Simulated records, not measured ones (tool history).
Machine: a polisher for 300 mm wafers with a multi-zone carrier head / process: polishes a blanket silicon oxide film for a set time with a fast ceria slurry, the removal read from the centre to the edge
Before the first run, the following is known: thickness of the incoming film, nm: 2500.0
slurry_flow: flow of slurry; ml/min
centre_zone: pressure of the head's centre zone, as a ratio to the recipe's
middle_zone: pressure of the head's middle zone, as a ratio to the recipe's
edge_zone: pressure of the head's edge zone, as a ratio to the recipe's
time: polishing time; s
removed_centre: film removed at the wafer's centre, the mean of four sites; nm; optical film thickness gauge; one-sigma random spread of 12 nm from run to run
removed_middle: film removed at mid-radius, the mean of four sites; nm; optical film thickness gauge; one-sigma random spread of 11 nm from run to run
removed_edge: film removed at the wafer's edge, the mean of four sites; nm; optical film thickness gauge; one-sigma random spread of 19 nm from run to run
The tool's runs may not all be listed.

| run | hour | slurry_flow | centre_zone | middle_zone | edge_zone | time | removed_centre | removed_middle | removed_edge |
|---|---|---|---|---|---|---|---|---|---|
| 1 | 0.0 | 185 | 1.00 | 1.00 | 1.00 | 44 | 912.58 | 920.11 | 926.77 |
| 2 | 9.0 | 185 | 1.00 | 0.98 | 1.03 | 46 | 940.11 | 946.44 | 1001.50 |
| 3 | 9.8 | 190 | 1.02 | 0.98 | 1.05 | 48 | 996.76 | 998.52 | 1031.00 |
| 4 | 13.1 | 185 | 1.02 | 0.96 | 1.06 | 50 | 1042.30 | 1022.40 | 1098.20 |
| 5 | 19.1 | 185 | 1.03 | 0.95 | 1.07 | 52 | 1122.70 | 1063.90 | 1147.10 |
| 6 | 24.4 | 185 | 1.03 | 1.02 | 1.07 | 52 | 1090.50 | 1106.20 | 1148.00 |
| 7 | 29.3 | 185 | 1.03 | 1.00 | 1.09 | 53 | 1133.20 | 1127.10 | 1175.30 |
| 8 | 37.1 | 185 | 1.03 | 0.98 | 1.10 | 54 | 1143.60 | 1125.60 | 1181.00 |

What will run 9 give?
| 9 | 42.9 | 180 | 1.02 | 0.95 | 1.11 | 56 | ? | ? | ? |

Logged for run 9: removed_centre 1182.40 nm, removed_middle 1131.60 nm, removed_edge 1262.10 nm.
